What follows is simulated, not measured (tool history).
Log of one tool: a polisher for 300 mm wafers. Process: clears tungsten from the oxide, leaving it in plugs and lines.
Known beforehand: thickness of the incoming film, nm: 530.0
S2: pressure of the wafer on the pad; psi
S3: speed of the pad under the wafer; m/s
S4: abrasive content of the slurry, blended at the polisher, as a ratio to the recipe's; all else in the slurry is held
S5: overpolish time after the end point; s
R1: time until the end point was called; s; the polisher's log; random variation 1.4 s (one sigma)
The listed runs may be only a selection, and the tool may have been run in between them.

Run 1, hour 0.0: flow of slurry (ml/min) 260, S2 4.3 psi, S3 0.96 m/s, S4 1.00, S5 6 s. Result: R1 128.660 s.
Run 2, hour 4.4: flow of slurry (ml/min) 260, S2 5.0 psi, S3 0.98 m/s, S4 1.00, S5 6 s. Result: R1 110.260 s.
Run 3, hour 9.0: flow of slurry (ml/min) 260, S2 5.5 psi, S3 1.02 m/s, S4 1.00, S5 6 s. Result: R1 93.450 s.
Run 4, hour 15.5: flow of slurry (ml/min) 260, S2 5.5 psi, S3 1.02 m/s, S4 1.20, S5 6 s. Result: R1 92.205 s.
Run 5, hour 22.1: flow of slurry (ml/min) 260, S2 5.5 psi, S3 1.02 m/s, S4 1.35, S5 6 s. Result: R1 89.248 s.
Run 6, hour 25.0: flow of slurry (ml/min) 260, S2 5.5 psi, S3 1.02 m/s, S4 1.50, S5 6 s. Result: R1 88.548 s.
Run 7, hour 31.6: flow of slurry (ml/min) 260, S2 5.8 psi, S3 1.04 m/s, S4 1.50, S5 6 s. Result: R1 83.724 s.
Run 8, hour 38.3: flow of slurry (ml/min) 260, S2 6.0 psi, S3 1.06 m/s, S4 1.50, S5 6 s. Result: R1 78.079 s.

Run 9 comes next. What will it give?
Run 9, hour 45.9: flow of slurry (ml/min) 260, S2 6.0 psi, S3 1.06 m/s, S4 1.50, S5 6 s. Result: R1 ?.

Run 9 produced R1 77.860 s.
